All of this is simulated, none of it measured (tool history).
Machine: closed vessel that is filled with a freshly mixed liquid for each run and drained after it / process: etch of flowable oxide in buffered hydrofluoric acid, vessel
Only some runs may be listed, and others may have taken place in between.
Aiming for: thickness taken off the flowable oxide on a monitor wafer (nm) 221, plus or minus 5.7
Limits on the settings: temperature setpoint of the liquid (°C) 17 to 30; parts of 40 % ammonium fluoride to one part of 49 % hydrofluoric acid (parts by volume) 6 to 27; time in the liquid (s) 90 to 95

run,hour,temperature setpoint of the liquid (°C),parts of 40 % ammonium fluoride to one part of 49 % hydrofluoric acid (parts by volume),time in the liquid (s),thickness taken off the flowable oxide on a monitor wafer (nm)
1,0,22,16.5,90,173.62
2,7.5,22,16.5,95,181.2
3,13.5,22.5,16.5,95,186.64
4,20,22.5,16.5,95,185.07
5,24.5,22.5,19,95,162.97
6,28.8,23.5,19,95,174.08
7,36.4,24.5,19,95,181.17
8,43.8,25.5,19,95,192.5
9,48.6,26,19,95,196.28
10,57.5,26,19,95,195.83
11,59.9,26.5,19,95,202.4
# hour 65: hydrofluoric acid flow meter replaced
12,65,27,19,95,196.83
13,66.2,27.5,19,95,200.59
14,72.6,28,19,95,207.5
15,78.3,28.5,19,95,209.98

Which of these 5 next moves meets every target?
A,84,23.5,14,95,?
B,84,30,17.5,90,?
C,84,29.5,19,90,?
D,84,28,20.5,95,?
E,84,28.5,17.5,95,?

move,thickness taken off the flowable oxide on a monitor wafer (nm)
A,220.43
B,237.8
C,213.63
D,194.65
E,231.86
A: hits every target within its allowed miss
B: the result that was furthest off in the last run now lies on the other side of its target
C: an improvement on the last run, though not all results are within tolerance
D: lands further from the targets than the last run did
E: the result that was furthest off in the last run now lies on the other side of its target
Correct choice: A, which meets every target
